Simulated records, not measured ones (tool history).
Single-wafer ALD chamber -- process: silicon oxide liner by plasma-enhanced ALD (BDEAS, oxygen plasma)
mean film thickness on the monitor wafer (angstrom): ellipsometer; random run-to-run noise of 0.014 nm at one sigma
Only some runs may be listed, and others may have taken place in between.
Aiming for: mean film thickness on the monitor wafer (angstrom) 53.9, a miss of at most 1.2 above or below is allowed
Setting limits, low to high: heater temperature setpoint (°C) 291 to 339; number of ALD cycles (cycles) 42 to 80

run	day	heater temperature setpoint (°C)	number of ALD cycles (cycles)	mean film thickness on the monitor wafer (angstrom)
1	0	315	61	59.731
2	0.1	315	67	65.166
3	0.283	315	62	60.47
4	0.512	315	60	58.58
5	0.608	315	58	56.393
6	0.888	307	58	57.144
7	1.096	307	57	55.978
8	1.217	307	56	55.21

Next run, 4 choices. One meets every target within its allowed miss, the rest don't. Which?
A	1.338	293	56	?
B	1.338	299	59	?
C	1.338	305	55	?
D	1.338	295	57	?

move	mean film thickness on the monitor wafer (angstrom)
A	56.838
B	58.867
C	54.471
D	57.486
A: its largest miss is bigger than the last run's
B: its largest miss is bigger than the last run's
C: hits every target within its allowed miss
D: its largest miss is bigger than the last run's
So the answer is move C, the one that meets all the targets.
